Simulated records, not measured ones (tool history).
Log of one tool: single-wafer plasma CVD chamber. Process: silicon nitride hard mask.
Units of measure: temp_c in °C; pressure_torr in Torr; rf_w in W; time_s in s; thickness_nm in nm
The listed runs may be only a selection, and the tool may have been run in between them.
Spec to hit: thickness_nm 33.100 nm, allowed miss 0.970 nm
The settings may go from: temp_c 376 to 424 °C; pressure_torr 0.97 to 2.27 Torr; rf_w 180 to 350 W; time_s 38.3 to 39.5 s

run 1 hour=0.0 | temp_c=400 pressure_torr=1.62 rf_w=265 time_s=38.3 | thickness_nm=38.637
run 2 hour=0.8 | temp_c=400 pressure_torr=1.62 rf_w=235 time_s=38.3 | thickness_nm=34.083
run 3 hour=8.9 | temp_c=410 pressure_torr=1.62 rf_w=235 time_s=38.3 | thickness_nm=33.980
run 4 hour=14.6 | temp_c=410 pressure_torr=1.91 rf_w=235 time_s=38.3 | thickness_nm=36.012
run 5 hour=17.0 | temp_c=410 pressure_torr=1.91 rf_w=265 time_s=38.3 | thickness_nm=40.182
run 6 hour=25.1 | temp_c=410 pressure_torr=1.79 rf_w=260 time_s=38.3 | thickness_nm=38.853
run 7 hour=26.9 | temp_c=410 pressure_torr=1.70 rf_w=255 time_s=38.3 | thickness_nm=37.547
run 8 hour=30.0 | temp_c=410 pressure_torr=1.38 rf_w=230 time_s=38.3 | thickness_nm=31.341
run 9 hour=35.5 | temp_c=410 pressure_torr=1.38 rf_w=230 time_s=38.3 | thickness_nm=31.315
run 10 hour=44.3 | temp_c=410 pressure_torr=1.41 rf_w=230 time_s=38.3 | thickness_nm=31.512
run 11 hour=50.9 | temp_c=410 pressure_torr=1.41 rf_w=230 time_s=38.3 | thickness_nm=31.721
run 12 hour=59.5 | temp_c=410 pressure_torr=1.44 rf_w=230 time_s=38.3 | thickness_nm=32.217

Which of these 4 next moves meets every target?
run A hour=68.1 | temp_c=407 pressure_torr=1.36 rf_w=250 time_s=39.5 | thickness_nm=?
run B hour=68.1 | temp_c=403 pressure_torr=1.38 rf_w=225 time_s=38.3 | thickness_nm=?
run C hour=68.1 | temp_c=411 pressure_torr=1.12 rf_w=230 time_s=38.3 | thickness_nm=?
run D hour=68.1 | temp_c=413 pressure_torr=1.43 rf_w=230 time_s=39.5 | thickness_nm=?

move=A thickness_nm=35.300
move=B thickness_nm=30.964
move=C thickness_nm=29.302
move=D thickness_nm=32.904
A: takes the biggest miss from the last run beyond its target
B: misses by more than the last run did
C: misses by more than the last run did
D: every result lands within tolerance
The right move is D.
